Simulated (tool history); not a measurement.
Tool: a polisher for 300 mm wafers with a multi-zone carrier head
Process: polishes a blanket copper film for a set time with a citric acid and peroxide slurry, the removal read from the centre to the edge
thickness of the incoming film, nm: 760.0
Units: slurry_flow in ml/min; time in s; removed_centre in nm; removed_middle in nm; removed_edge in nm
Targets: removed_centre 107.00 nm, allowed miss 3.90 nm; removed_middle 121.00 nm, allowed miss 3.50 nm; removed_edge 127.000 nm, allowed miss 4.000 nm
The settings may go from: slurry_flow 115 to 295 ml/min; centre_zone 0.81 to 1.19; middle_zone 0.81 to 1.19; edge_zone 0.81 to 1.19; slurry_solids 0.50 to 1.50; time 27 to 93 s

run 1 hour=0.0 | slurry_flow=190 centre_zone=1.00 middle_zone=1.00 edge_zone=1.00 slurry_solids=1.00 time=59 | removed_centre=136.17 removed_middle=137.18 removed_edge=136.210
run 2 hour=3.9 | slurry_flow=185 centre_zone=0.98 middle_zone=0.99 edge_zone=1.00 slurry_solids=1.00 time=59 | removed_centre=132.93 removed_middle=137.13 removed_edge=136.150
run 3 hour=8.8 | slurry_flow=185 centre_zone=0.98 middle_zone=0.99 edge_zone=0.96 slurry_solids=1.00 time=59 | removed_centre=132.33 removed_middle=136.53 removed_edge=133.810
run 4 hour=16.1 | slurry_flow=185 centre_zone=0.98 middle_zone=0.99 edge_zone=0.96 slurry_solids=1.00 time=50 | removed_centre=112.74 removed_middle=113.27 removed_edge=112.740
run 5 hour=21.3 | slurry_flow=185 centre_zone=0.98 middle_zone=0.99 edge_zone=0.96 slurry_solids=0.85 time=50 | removed_centre=105.71 removed_middle=109.45 removed_edge=107.730
run 6 hour=23.5 | slurry_flow=185 centre_zone=0.98 middle_zone=0.99 edge_zone=0.88 slurry_solids=0.85 time=50 | removed_centre=107.65 removed_middle=110.59 removed_edge=104.880
run 7 hour=30.7 | slurry_flow=190 centre_zone=0.97 middle_zone=0.99 edge_zone=0.91 slurry_solids=0.90 time=50 | removed_centre=109.61 removed_middle=111.34 removed_edge=108.660
run 8 hour=33.2 | slurry_flow=195 centre_zone=0.95 middle_zone=0.99 edge_zone=0.93 slurry_solids=0.90 time=50 | removed_centre=104.42 removed_middle=112.33 removed_edge=110.790
run 9 hour=39.5 | slurry_flow=205 centre_zone=0.95 middle_zone=0.99 edge_zone=0.94 slurry_solids=0.90 time=50 | removed_centre=108.07 removed_middle=113.91 removed_edge=108.200
run 10 hour=44.0 | slurry_flow=195 centre_zone=0.95 middle_zone=1.00 edge_zone=0.95 slurry_solids=0.95 time=50 | removed_centre=108.26 removed_middle=114.21 removed_edge=110.990
run 11 hour=52.5 | slurry_flow=190 centre_zone=0.94 middle_zone=1.00 edge_zone=0.97 slurry_solids=1.00 time=50 | removed_centre=107.15 removed_middle=116.63 removed_edge=113.880

5 next moves are on the table. One of them brings every result within its allowed miss. Which?
run A hour=61.0 | slurry_flow=180 centre_zone=0.94 middle_zone=0.93 edge_zone=0.92 slurry_solids=1.10 time=50 | removed_centre=? removed_middle=? removed_edge=?
run B hour=61.0 | slurry_flow=240 centre_zone=0.97 middle_zone=1.13 edge_zone=0.88 slurry_solids=0.95 time=44 | removed_centre=? removed_middle=? removed_edge=?
run C hour=61.0 | slurry_flow=150 centre_zone=0.87 middle_zone=0.86 edge_zone=1.00 slurry_solids=1.10 time=55 | removed_centre=? removed_middle=? removed_edge=?
run D hour=61.0 | slurry_flow=215 centre_zone=0.93 middle_zone=1.06 edge_zone=0.96 slurry_solids=1.00 time=46 | removed_centre=? removed_middle=? removed_edge=?
run E hour=61.0 | slurry_flow=120 centre_zone=0.86 middle_zone=0.93 edge_zone=0.93 slurry_solids=0.95 time=62 | removed_centre=? removed_middle=? removed_edge=?

move=A removed_centre=110.07 removed_middle=110.14 removed_edge=113.200
move=B removed_centre=101.36 removed_middle=115.12 removed_edge=97.006
move=C removed_centre=107.48 removed_middle=109.56 removed_edge=126.230
move=D removed_centre=101.11 removed_middle=113.70 removed_edge=105.750
move=E removed_centre=108.37 removed_middle=120.17 removed_edge=127.440
A: further off than the last run
B: further off than the last run
C: brings the result that was furthest off to its target, and leaves another outside
D: further off than the last run
E: meets every target
Move E is the one to make.
